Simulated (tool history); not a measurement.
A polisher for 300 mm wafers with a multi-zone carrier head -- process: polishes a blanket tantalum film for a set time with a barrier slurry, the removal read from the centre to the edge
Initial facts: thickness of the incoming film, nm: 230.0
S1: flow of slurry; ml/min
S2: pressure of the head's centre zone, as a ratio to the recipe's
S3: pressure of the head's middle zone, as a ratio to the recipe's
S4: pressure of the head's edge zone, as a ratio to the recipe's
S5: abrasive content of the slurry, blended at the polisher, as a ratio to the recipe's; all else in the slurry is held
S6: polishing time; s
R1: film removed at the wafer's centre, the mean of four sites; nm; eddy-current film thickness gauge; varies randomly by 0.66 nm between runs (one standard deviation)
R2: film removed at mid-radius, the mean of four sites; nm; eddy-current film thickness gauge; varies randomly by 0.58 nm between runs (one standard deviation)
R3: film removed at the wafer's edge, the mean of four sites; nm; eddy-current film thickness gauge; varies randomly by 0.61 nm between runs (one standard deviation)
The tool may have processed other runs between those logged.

run	hour	S1	S2	S3	S4	S5	S6	R1	R2	R3
1	0.0	130	1.00	1.00	1.00	1.0	34	65.473	66.501	70.630
2	7.6	125	1.00	0.99	0.98	1.0	34	63.226	66.389	68.570
3	14.2	120	1.01	0.98	0.97	1.0	34	66.003	65.610	69.787
4	19.9	120	1.01	0.98	1.01	1.0	34	65.988	63.781	70.107
5	27.5	120	1.01	0.98	0.93	1.0	34	63.156	64.707	65.707
# hour 35.1: centre zone pressure recalibrated
6	35.1	130	1.01	0.98	0.93	1.0	34	71.387	66.266	67.553
7	40.6	100	1.05	0.89	0.86	0.9	34	66.692	55.459	60.694

Run 8, settings as shown, results not yet in. Your forecast:
8	49.4	100	1.04	0.90	0.86	0.9	34	?	?	?

R1: 64.798 nm
R2: 57.718 nm
R3: 60.375 nm

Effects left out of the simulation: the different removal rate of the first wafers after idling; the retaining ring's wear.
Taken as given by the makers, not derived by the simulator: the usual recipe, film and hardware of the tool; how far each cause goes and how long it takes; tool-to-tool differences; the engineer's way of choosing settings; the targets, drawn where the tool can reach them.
